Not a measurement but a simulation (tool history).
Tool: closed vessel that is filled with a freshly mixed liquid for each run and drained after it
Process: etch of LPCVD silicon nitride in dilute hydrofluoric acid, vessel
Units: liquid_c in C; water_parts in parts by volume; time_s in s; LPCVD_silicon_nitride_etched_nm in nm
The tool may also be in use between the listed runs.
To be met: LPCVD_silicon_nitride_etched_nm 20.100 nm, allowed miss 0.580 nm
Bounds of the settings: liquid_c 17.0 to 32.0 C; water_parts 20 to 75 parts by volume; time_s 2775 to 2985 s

run	hour	liquid_c	water_parts	time_s	LPCVD_silicon_nitride_etched_nm
1	0.0	24.0	45	2775	31.503
2	3.2	26.5	45	2775	37.200
3	5.1	23.5	45	2775	30.224
4	8.6	26.5	45	2775	37.326
5	18.4	24.0	45	2775	31.287
6	26.2	22.0	45	2775	27.458
7	34.1	20.5	45	2775	24.574
8	36.3	19.5	45	2775	23.064
9	45.6	19.0	45	2775	22.160
10	48.7	18.5	45	2775	21.473
11	56.3	18.0	45	2775	20.761

5 next moves are on the table. One of them brings every result within its allowed miss. Which?
A	63.9	17.0	40	2775	?
B	63.9	17.5	45	2965	?
C	63.9	19.0	55	2875	?
D	63.9	21.0	60	2855	?
E	63.9	17.0	50	2980	?

move	LPCVD_silicon_nitride_etched_nm
A	21.661
B	21.402
C	18.984
D	19.894
E	18.747
A: further off than the last run
B: further off than the last run
C: takes the result that was furthest off past its target
D: meets every target
E: takes the result that was furthest off past its target
Answer: D
